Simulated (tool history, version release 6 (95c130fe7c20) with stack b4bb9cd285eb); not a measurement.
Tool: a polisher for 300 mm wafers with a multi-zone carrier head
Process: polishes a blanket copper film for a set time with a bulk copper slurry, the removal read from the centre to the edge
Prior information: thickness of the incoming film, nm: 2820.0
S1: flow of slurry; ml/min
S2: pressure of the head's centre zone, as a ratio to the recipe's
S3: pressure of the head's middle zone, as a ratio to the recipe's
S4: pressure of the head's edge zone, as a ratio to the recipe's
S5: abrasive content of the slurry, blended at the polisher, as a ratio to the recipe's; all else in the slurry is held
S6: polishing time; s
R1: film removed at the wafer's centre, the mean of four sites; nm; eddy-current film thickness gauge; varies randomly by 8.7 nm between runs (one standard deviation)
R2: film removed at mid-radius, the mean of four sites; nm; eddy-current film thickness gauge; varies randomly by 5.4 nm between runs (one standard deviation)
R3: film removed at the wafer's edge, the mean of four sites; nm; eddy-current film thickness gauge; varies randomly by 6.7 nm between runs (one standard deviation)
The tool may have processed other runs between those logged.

run  hour   S1    S2    S3    S4    S5  S6      R1      R2      R3
  1     0  255     1     1     1     1  88  535.06  545.85  544.48
  2   8.5  265  1.04  1.01  1.01  1.05  88  574.96  564.47  559.63
  3   9.9  315  1.04  1.01  1.01  1.05  88  589.96  573.92  560.51
  4  11.5  315  1.07  1.02  1.03   1.1  88   597.9  590.73  565.78
  5  20.1  315  1.09  1.01  1.03  1.15  89   632.8   586.9  578.52
  6  28.8  315  1.09  0.95  1.03  1.15  89  628.38  563.11  588.32
  7  35.5  320  1.11  0.96  1.03   1.2  89   661.2  567.35  588.25
  8  44.5  325  1.12  0.97  1.04  1.25  89  658.28  580.16  598.93
  9  50.1  330  1.13  0.98  1.04   1.3  89  667.55  591.25  601.18
 10  57.2  330  1.13  0.98  1.04   1.3  89  678.62     594  603.93
 11    59  335  1.14  0.99  1.04  1.35  89  669.23  595.49   603.3
 12    66  340  1.15  0.99  1.04  1.35  90  709.36   605.4  614.15
 13  74.1  345  1.15     1  1.04  1.35  90  710.58  616.03  618.08
 14  82.1  350  1.15     1  1.04  1.35  90  681.75  608.69  601.35

The next listed run, before its measurement:
 15  87.5  345  1.16   1  1.04  1.35  90   ?   ?   ?

For run 15 the tool returned R1 702.73 nm, R2 607.09 nm, R3 600.65 nm.
